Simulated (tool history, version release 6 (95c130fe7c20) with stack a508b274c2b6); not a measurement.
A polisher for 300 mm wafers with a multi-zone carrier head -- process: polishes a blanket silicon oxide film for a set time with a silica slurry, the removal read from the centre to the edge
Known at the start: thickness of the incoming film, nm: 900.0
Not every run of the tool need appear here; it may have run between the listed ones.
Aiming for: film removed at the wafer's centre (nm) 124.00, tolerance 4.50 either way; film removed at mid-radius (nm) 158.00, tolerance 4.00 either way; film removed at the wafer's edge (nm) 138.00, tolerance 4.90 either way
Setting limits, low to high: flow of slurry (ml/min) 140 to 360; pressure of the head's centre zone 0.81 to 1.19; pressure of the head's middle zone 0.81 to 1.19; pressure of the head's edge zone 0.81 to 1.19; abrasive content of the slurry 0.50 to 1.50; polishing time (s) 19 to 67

run    day  flow of slurry (ml/min)  pressure of the head's centre zone  pressure of the head's middle zone  pressure of the head's edge zone  abrasive content of the slurry  polishing time (s)  film removed at the wafer's centre (nm)  film removed at mid-radius (nm)  film removed at the wafer's edge (nm)
  1  0.000                      230                                1.00                                1.00                              1.00                            1.00                  43                                   147.05                           150.27                                 147.86
  2  0.117                      230                                1.00                                1.00                              1.00                            0.85                  43                                   135.59                           136.35                                 135.79
  3  0.308                      230                                1.00                                1.00                              1.04                            0.85                  43                                   138.15                           136.50                                 138.47
  4  0.654                      230                                1.00                                1.00                              1.04                            0.85                  37                                   116.75                           116.63                                 119.72
  5  0.983                      280                                1.00                                1.00                              1.04                            0.85                  37                                   118.91                           119.59                                 119.00
  6  1.254                      280                                1.00                                1.07                              1.04                            0.85                  37                                   118.07                           126.84                                 119.19
  7  1.358                      280                                0.99                                1.10                              1.05                            0.90                  37                                   119.98                           133.60                                 124.55
  8  1.492                      285                                0.98                                1.12                              1.05                            0.95                  37                                   125.49                           140.08                                 131.02
  9  1.588                      325                                0.88                                1.19                              0.97                            1.00                  38                                   121.74                           157.25                                 130.84

Below are 4 possible settings for the next run. Only one of them brings all results inside the allowed miss of their targets. Which is it?
  A  1.683                      360                                0.94                                1.19                              0.86                            1.10                  35                                        ?                                ?                                      ?
  B  1.683                      340                                0.82                                1.19                              0.94                            0.90                  39                                        ?                                ?                                      ?
  C  1.683                      335                                0.91                                1.19                              0.93                            0.95                  38                                        ?                                ?                                      ?
  D  1.683                      310                                0.89                                1.19                              1.06                            1.15                  36                                        ?                                ?                                      ?

move  film removed at the wafer's centre (nm)  film removed at mid-radius (nm)  film removed at the wafer's edge (nm)
   A                                   128.28                           152.84                                 120.26
   B                                   114.97                           152.15                                 124.77
   C                                   124.97                           152.75                                 124.72
   D                                   127.84                           159.03                                 138.48
A: its largest miss is bigger than the last run's
B: its largest miss is bigger than the last run's
C: its largest miss is bigger than the last run's
D: hits every target within its allowed miss
So the answer is move D, the one that meets all the targets.

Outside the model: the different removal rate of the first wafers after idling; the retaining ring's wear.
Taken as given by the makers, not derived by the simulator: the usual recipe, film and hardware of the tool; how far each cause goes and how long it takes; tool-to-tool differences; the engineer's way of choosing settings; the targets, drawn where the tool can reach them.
